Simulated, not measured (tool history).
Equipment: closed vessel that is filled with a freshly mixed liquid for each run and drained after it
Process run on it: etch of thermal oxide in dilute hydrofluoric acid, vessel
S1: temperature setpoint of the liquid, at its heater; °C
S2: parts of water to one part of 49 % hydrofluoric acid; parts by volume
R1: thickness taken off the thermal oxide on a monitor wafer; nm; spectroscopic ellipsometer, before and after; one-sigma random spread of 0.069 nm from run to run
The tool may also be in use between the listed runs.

Run 1, hour 0: S1 23 °C, S2 70 parts by volume, time in the liquid (s) 445. Result: R1 30.727 nm.
Run 2, hour 7.5: S1 23 °C, S2 60 parts by volume, time in the liquid (s) 445. Result: R1 35.845 nm.
Run 3, hour 11.4: S1 22 °C, S2 65 parts by volume, time in the liquid (s) 445. Result: R1 31.601 nm.
Run 4, hour 12.2: S1 22 °C, S2 50 parts by volume, time in the liquid (s) 445. Result: R1 41.797 nm.
Run 5, hour 17.2: S1 21 °C, S2 60 parts by volume, time in the liquid (s) 445. Result: R1 33.076 nm.
Run 6, hour 22: S1 21 °C, S2 45 parts by volume, time in the liquid (s) 445. Result: R1 44.824 nm.

Predict the results of run 7:
Run 7, hour 30.7: S1 20 °C, S2 55 parts by volume, time in the liquid (s) 445. Result: R1 ?.

R1: 34.659 nm

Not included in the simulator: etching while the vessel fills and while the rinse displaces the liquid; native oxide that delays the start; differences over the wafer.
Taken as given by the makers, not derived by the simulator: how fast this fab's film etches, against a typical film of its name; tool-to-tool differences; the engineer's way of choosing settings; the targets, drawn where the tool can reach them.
